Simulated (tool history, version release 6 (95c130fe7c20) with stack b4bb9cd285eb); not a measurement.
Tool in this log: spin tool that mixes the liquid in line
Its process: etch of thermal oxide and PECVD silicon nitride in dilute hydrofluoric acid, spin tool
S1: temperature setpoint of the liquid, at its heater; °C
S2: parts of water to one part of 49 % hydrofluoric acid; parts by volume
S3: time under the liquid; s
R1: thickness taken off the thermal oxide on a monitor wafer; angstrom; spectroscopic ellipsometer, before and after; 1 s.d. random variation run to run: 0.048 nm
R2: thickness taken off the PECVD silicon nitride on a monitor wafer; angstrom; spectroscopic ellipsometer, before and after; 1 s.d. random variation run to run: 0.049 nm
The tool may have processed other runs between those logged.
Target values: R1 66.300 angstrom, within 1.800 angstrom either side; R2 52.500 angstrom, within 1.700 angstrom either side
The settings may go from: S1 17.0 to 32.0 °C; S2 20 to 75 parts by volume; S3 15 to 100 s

run,hour,S1,S2,S3,R1,R2
1,0.0,24.0,45,50,56.799,43.992
2,7.0,24.0,45,35,39.997,30.592
3,15.9,24.0,35,35,51.866,39.399
4,24.6,24.5,35,35,52.448,40.818
5,25.4,24.5,35,20,30.255,22.929
6,30.9,24.5,35,40,60.914,46.321
7,38.4,25.0,35,40,63.028,47.805
8,40.7,25.5,35,40,63.121,50.313

Next run, 5 choices. One meets every target within its allowed miss, the rest don't. Which?
A,43.0,24.0,20,25,?,?
B,43.0,21.5,20,30,?,?
C,43.0,25.0,35,40,?,?
D,43.0,25.5,35,45,?,?
E,43.0,26.0,30,35,?,?

move,R1,R2
A,65.677,49.465
B,70.848,49.939
C,61.336,49.430
D,70.442,57.513
E,65.711,53.729
A: brings the result that was furthest off to its target, and leaves another outside
B: carries the result that was furthest off beyond its target, to the other side
C: further off than the last run
D: carries the result that was furthest off beyond its target, to the other side
E: each result inside its tolerance
Answer: E
